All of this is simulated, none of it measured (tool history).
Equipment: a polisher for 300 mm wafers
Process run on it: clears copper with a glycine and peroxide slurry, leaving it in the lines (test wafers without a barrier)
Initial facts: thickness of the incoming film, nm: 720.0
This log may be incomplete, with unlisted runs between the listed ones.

run	hour	flow of slurry (ml/min)	pressure of the wafer on the pad (psi)	speed of the pad under the wafer (m/s)	overpolish time after the end point (s)	time until the end point was called (s)	dishing of a wide line in a test structure (angstrom)
1	0	245	2.6	1.28	16	141.4	559.15
2	5.5	245	2.8	1.28	16	129.9	587.83
3	11	230	2.8	1.26	15	132.09	573.68
4	15.9	200	2.8	1.26	15	135.02	559.24
5	24.7	200	3	1.26	15	129.47	571.14
6	31.9	200	3	1.38	15	116.57	600.62
7	38.9	145	2.3	1.74	7	131.79	299.95
8	40.1	145	2.3	1.78	7	128.17	304.06
9	42.5	145	2.3	1.8	7	127.47	307.09
10	45.8	145	2.3	1.82	7	126.82	308.09

Run 11 comes next. What will it give?
11	52.6	145	2.3	1.84	7	?	?

Run 11 gave time until the end point was called (s) 121.57, dishing of a wide line in a test structure (angstrom) 315.36.
